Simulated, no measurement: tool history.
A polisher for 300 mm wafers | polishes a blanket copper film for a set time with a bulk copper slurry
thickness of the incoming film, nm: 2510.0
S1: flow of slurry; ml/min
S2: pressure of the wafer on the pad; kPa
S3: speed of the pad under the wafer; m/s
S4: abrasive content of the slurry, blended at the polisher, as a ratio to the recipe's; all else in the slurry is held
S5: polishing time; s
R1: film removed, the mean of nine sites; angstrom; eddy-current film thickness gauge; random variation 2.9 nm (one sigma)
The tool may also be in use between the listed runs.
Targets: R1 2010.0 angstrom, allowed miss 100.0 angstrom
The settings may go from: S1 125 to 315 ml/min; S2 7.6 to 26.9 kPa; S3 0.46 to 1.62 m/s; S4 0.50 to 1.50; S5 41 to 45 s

| run | hour | S1 | S2 | S3 | S4 | S5 | R1 |
|---|---|---|---|---|---|---|---|
| 1 | 0.0 | 205 | 17.2 | 1.04 | 1.00 | 45 | 3053.1 |
| 2 | 2.2 | 205 | 15.9 | 1.04 | 1.00 | 45 | 2873.0 |
| 3 | 7.6 | 170 | 15.9 | 1.04 | 1.00 | 45 | 2942.7 |
| 4 | 10.5 | 170 | 15.9 | 1.04 | 1.00 | 45 | 2845.4 |
| 5 | 17.3 | 170 | 15.9 | 0.94 | 1.00 | 45 | 2624.2 |
| 6 | 18.2 | 170 | 14.5 | 0.94 | 1.00 | 45 | 2384.6 |
| 7 | 27.2 | 170 | 13.8 | 0.94 | 1.00 | 45 | 2269.3 |
|  | 31.8 | slurry nozzle cleaned |
| 8 | 31.8 | 170 | 13.1 | 0.94 | 1.00 | 45 | 2297.3 |
| 9 | 37.9 | 170 | 12.4 | 0.94 | 1.00 | 45 | 2187.0 |

5 next moves are on the table. One of them brings every result within its allowed miss. Which?
| A | 44.0 | 155 | 15.2 | 0.84 | 1.00 | 45 | ? |
| B | 44.0 | 125 | 11.0 | 0.92 | 1.15 | 45 | ? |
| C | 44.0 | 195 | 11.7 | 0.96 | 1.10 | 45 | ? |
| D | 44.0 | 180 | 11.0 | 0.88 | 0.95 | 42 | ? |
| E | 44.0 | 230 | 10.3 | 1.18 | 0.90 | 45 | ? |

| move | R1 |
|---|---|
| A | 2418.4 |
| B | 1999.6 |
| C | 2224.8 |
| D | 1777.3 |
| E | 2264.3 |
A: further off than the last run
B: meets every target
C: further off than the last run
D: takes the result that was furthest off past its target
E: further off than the last run
The right move is B.
